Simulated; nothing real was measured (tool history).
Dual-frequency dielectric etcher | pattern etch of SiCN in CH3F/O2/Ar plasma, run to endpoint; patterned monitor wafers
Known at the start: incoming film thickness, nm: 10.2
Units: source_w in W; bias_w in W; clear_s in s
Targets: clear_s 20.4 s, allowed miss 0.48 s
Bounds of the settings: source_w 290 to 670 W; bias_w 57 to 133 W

run	hour	source_w	bias_w	clear_s
1	0	480	95	24.675
2	6	400	95	27.247
3	13.7	440	97	26.063
4	17.5	440	83	26.884
5	25.9	510	83	25.1
6	30.6	540	86	23.697
7	31.9	560	87	23.031
8	33.8	580	88	23.073
9	38.9	600	91	22.077
10	45.4	610	92	22.041
11	50.6	620	93	21.79
12	54.7	630	94	21.246
13	59.1	640	94	21.139
14	68	650	94	21.334
15	68.9	650	94	21.162
16	77.5	650	94	21.23

Which of these 4 next moves meets every target?
A	86.1	630	97	?
B	86.1	600	95	?
C	86.1	650	108	?
D	86.1	590	93	?

move	clear_s
A	21.448
B	22.095
C	20.501
D	22.41
A: further off than the last run
B: further off than the last run
C: meets every target
D: further off than the last run
Move C is the one to make.
